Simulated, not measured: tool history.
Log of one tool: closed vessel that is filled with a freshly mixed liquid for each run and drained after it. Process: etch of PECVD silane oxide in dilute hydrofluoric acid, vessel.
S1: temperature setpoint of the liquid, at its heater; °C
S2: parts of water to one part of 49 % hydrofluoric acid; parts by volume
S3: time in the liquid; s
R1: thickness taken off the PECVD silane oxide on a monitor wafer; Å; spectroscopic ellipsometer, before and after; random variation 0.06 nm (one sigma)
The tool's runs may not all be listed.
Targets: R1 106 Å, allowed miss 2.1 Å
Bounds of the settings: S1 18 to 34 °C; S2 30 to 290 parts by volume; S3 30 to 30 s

run,hour,S1,S2,S3,R1
1,0,26,160,30,73.572
2,1.1,26,160,30,73.667
3,4.1,28,155,30,82.334
4,9.5,29.5,155,30,87.346
5,15,30.5,155,30,90.564
6,21,31.5,155,30,93.212
7,27.9,32,155,30,94.22
8,33.4,32.5,155,30,97.162
9,38.5,33,155,30,98.44

4 next moves are on the table. One of them brings every result within its allowed miss. Which?
A,43.6,28.5,145,30,?
B,43.6,31.5,155,30,?
C,43.6,31.5,140,30,?
D,43.6,32.5,165,30,?

move,R1
A,90.502
B,93.076
C,105.17
D,89.327
A: further off than the last run
B: further off than the last run
C: meets every target
D: further off than the last run
The right move is C.
